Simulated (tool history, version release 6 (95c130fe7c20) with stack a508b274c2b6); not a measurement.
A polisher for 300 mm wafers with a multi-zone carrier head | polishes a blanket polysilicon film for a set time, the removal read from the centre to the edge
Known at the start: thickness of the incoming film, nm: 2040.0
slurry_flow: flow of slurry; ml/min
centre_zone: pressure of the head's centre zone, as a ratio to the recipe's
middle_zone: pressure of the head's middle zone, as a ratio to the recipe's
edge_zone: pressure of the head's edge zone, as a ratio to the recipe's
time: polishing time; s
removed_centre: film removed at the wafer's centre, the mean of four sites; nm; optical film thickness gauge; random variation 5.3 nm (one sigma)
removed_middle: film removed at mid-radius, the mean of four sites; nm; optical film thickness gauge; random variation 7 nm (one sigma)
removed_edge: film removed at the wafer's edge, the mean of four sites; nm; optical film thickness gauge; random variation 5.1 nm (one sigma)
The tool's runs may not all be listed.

run,hour,slurry_flow,centre_zone,middle_zone,edge_zone,time,removed_centre,removed_middle,removed_edge
1,0.0,145,1.00,1.00,1.00,87,756.25,745.37,734.84
2,6.7,140,0.98,1.00,0.99,85,712.41,725.60,721.76
3,10.2,140,0.97,1.01,0.98,82,684.52,709.76,685.08
4,10.9,140,1.02,1.01,0.98,82,699.42,713.17,686.56
5,15.6,135,1.00,1.02,0.97,80,680.90,680.70,678.93
6,17.7,135,1.00,0.95,0.97,80,677.70,661.49,666.73
7,25.2,135,0.98,0.97,0.96,78,648.23,646.13,651.30
8,28.1,135,0.96,0.99,0.95,76,612.92,629.72,625.19
9,30.3,135,0.94,1.01,0.94,75,589.82,632.86,617.46
10,34.6,135,0.93,1.02,0.93,74,585.54,647.82,611.68

Run 11 comes next. What will it give?
11,43.3,95,0.83,1.00,0.87,66,?,?,?

{"run 11": {"removed_centre": 425.53, "removed_middle": 510.92, "removed_edge": 487.86}}

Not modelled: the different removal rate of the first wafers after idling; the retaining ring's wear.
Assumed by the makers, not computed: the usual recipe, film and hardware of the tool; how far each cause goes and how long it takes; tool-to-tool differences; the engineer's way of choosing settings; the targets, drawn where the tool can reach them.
